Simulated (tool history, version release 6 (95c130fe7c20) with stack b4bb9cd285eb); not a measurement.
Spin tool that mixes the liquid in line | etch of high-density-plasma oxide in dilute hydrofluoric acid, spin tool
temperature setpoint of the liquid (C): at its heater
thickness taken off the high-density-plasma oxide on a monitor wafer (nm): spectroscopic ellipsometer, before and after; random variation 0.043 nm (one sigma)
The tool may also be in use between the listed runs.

run	hour	temperature setpoint of the liquid (C)	parts of water to one part of 49 % hydrofluoric acid (parts by volume)	time under the liquid (s)	thickness taken off the high-density-plasma oxide on a monitor wafer (nm)
1	0	22	225	305	6.4014
2	5.6	21	225	305	6.122
3	13.3	20.5	225	305	5.9992
4	19.9	20	225	305	5.859
5	24.7	19.5	225	305	5.8101
6	27.8	19	225	305	5.6826
7	31.7	18.5	225	305	5.5771

The next listed run, before its measurement:
8	39.6	18	225	305	?

{"run 8": {"thickness taken off the high-density-plasma oxide on a monitor wafer (nm)": 5.5155}}

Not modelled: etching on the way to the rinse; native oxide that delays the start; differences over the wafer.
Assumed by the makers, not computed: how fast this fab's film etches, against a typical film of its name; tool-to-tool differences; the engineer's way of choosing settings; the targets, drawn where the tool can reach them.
